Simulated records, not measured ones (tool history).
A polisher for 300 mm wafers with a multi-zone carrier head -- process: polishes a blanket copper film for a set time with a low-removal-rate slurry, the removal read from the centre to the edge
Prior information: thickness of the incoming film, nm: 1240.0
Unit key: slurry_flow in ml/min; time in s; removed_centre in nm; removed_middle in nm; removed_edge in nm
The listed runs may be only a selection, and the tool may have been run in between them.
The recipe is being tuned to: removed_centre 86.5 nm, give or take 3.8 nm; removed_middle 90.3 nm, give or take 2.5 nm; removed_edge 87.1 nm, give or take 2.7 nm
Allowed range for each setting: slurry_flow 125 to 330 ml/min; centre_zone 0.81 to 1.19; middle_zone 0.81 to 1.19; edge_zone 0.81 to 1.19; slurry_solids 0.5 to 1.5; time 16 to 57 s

run	day	slurry_flow	centre_zone	middle_zone	edge_zone	slurry_solids	time	removed_centre	removed_middle	removed_edge
1	0	210	1	1	1	1	36	63.636	62.66	66.573
2	0.038	210	1	1	1	1	30	54.491	53.263	54.511
3	0.329	210	1	1	0.93	1	30	54.021	52.659	52.301
4	0.496	210	1	1	0.93	1.15	30	55.491	55.401	53.371
5	0.696	170	1	1	0.93	1.15	30	52.91	52.471	52.731
6	0.738	195	1	1	0.93	1.15	30	54.125	53.99	52.745
7	1.1	195	1.01	1.01	0.95	1.2	31	58.838	56.713	56.101
8	1.458	255	0.94	1.11	1.05	1.45	39	72.878	84.801	81.107
9	1.512	260	0.95	1.11	1.06	1.45	39	74.479	84.55	81.217
10	1.588	265	0.96	1.11	1.07	1.45	39	75.236	84.516	81.904
11	1.633	270	0.97	1.11	1.08	1.45	39	75.561	83.981	81.971

4 next moves are on the table. One of them brings every result within its allowed miss. Which?
A	1.679	325	1.06	1.16	1.17	1.45	39	?	?	?
B	1.679	290	0.81	1.1	1.07	1.4	42	?	?	?
C	1.679	255	1.05	1.16	1.11	1.15	38	?	?	?
D	1.679	270	1.04	1.16	1.02	1.45	40	?	?	?

move	removed_centre	removed_middle	removed_edge
A	84.246	89.212	87.177
B	67.761	90.184	88.31
C	75.061	80.472	76.997
D	83.011	89.81	82.24
A: all results land within tolerance of their targets
B: misses by more than the last run did
C: misses by more than the last run did
D: the furthest-off result lands on target, but another misses its tolerance
A meets every target.
